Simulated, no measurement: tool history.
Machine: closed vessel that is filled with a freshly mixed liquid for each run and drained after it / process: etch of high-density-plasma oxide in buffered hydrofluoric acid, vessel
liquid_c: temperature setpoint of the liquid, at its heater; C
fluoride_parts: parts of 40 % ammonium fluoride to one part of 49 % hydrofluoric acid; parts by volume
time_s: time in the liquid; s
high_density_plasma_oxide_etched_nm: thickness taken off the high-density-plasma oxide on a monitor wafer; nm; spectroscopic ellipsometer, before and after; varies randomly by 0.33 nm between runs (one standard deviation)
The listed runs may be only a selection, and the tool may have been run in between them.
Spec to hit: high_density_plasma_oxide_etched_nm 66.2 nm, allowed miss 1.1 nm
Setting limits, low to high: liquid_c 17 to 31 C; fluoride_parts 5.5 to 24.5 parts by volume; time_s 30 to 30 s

run	hour	liquid_c	fluoride_parts	time_s	high_density_plasma_oxide_etched_nm
1	0	23	15	30	24.698
2	5	24.5	13.5	30	29.565
3	10.4	24.5	13.5	30	29.82
4	18.7	25.5	12.5	30	33.292
5	25.8	26.5	11.5	30	38.453
6	31	24	11.5	30	33.279
7	33.1	25.5	10.5	30	39.808
8	35.6	26.5	10	30	43.932
9	39.9	27.5	9.5	30	48.725
10	42.5	28	9.5	30	50.303
# hour 44: hydrofluoric acid flow meter replaced
11	44	28.5	9.5	30	56.499
12	50.9	29	9.5	30	58.137
13	55.6	29.5	9.5	30	59.477
14	61.1	30	9.5	30	60.429

4 candidate next runs follow, results not yet known. Just one meets every target within its allowed miss. Identify it.
A	66.6	26.5	7	30	?
B	66.6	27.5	8	30	?
C	66.6	31	9	30	?
D	66.6	30	9	30	?

move	high_density_plasma_oxide_etched_nm
A	68.724
B	62.762
C	66.421
D	63.04
A: takes the biggest miss from the last run beyond its target
B: an improvement on the last run, though not all results are within tolerance
C: every result within its allowed miss
D: an improvement on the last run, though not all results are within tolerance
C meets every target.

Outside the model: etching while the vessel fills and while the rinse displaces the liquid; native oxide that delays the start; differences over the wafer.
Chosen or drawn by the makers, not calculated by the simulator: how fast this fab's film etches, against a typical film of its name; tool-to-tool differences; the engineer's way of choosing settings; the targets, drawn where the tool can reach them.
